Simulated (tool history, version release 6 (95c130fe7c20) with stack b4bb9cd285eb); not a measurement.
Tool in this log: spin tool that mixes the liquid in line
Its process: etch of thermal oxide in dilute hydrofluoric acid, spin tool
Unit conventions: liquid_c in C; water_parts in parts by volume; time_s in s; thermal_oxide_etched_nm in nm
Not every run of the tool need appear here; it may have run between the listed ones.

run	day	liquid_c	water_parts	time_s	thermal_oxide_etched_nm
1	0.000	21.0	145	290	7.0130
2	0.238	23.0	145	290	7.4422
3	0.442	23.0	145	290	7.5487
4	0.721	23.0	145	290	7.5856
5	0.825	24.5	145	290	7.9927
6	0.904	25.5	145	290	8.4130

Forecast run 7:
7	1.246	26.0	145	290	?

{"run 7": {"thermal_oxide_etched_nm": 8.5864}}

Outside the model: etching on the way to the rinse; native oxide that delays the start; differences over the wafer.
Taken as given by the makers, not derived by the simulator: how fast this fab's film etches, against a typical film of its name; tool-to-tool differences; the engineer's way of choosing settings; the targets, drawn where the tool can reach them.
